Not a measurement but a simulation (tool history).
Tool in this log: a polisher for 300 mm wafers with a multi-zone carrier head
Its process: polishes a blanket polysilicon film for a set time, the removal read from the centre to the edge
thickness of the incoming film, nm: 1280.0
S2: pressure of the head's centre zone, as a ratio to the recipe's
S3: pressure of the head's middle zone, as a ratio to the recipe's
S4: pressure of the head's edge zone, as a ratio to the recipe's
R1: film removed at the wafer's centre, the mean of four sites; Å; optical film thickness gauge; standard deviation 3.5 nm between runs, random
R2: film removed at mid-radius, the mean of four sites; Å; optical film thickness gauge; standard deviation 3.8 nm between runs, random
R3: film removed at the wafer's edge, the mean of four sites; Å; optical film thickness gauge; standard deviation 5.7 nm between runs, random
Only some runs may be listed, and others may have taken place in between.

{"run": 1, "hour": 0.0, "flow of slurry (ml/min)": 295, "S2": 1, "S3": 1, "S4": 1, "polishing time (s)": 55, "R1": 3921.1, "R2": 3895.4, "R3": 4010.7}
{"run": 2, "hour": 6.7, "flow of slurry (ml/min)": 295, "S2": 1, "S3": 1.03, "S4": 1, "polishing time (s)": 55, "R1": 3924.4, "R2": 3977.2, "R3": 3868.4}
{"run": 3, "hour": 8.1, "flow of slurry (ml/min)": 305, "S2": 1.03, "S3": 1.02, "S4": 1.02, "polishing time (s)": 56, "R1": 4100.7, "R2": 4013.6, "R3": 4069}
{"run": 4, "hour": 15.6, "flow of slurry (ml/min)": 315, "S2": 1.06, "S3": 1.02, "S4": 1.03, "polishing time (s)": 57, "R1": 4337.2, "R2": 4076.9, "R3": 4128.7}
{"run": 5, "hour": 18.2, "flow of slurry (ml/min)": 320, "S2": 1.08, "S3": 1.02, "S4": 1.05, "polishing time (s)": 58, "R1": 4521.1, "R2": 4187.1, "R3": 4208.9}
{"run": 6, "hour": 24.1, "flow of slurry (ml/min)": 320, "S2": 1.16, "S3": 1.02, "S4": 1.05, "polishing time (s)": 58, "R1": 4824.5, "R2": 4189.9, "R3": 4285.3}

What will run 7 give?
{"run": 7, "hour": 26.8, "flow of slurry (ml/min)": 320, "S2": 1.16, "S3": 1.02, "S4": 1.07, "polishing time (s)": 59, "R1": "?", "R2": "?", "R3": "?"}

For run 7 the tool returned R1 4895.4 Å, R2 4310.9 Å, R3 4302.1 Å.

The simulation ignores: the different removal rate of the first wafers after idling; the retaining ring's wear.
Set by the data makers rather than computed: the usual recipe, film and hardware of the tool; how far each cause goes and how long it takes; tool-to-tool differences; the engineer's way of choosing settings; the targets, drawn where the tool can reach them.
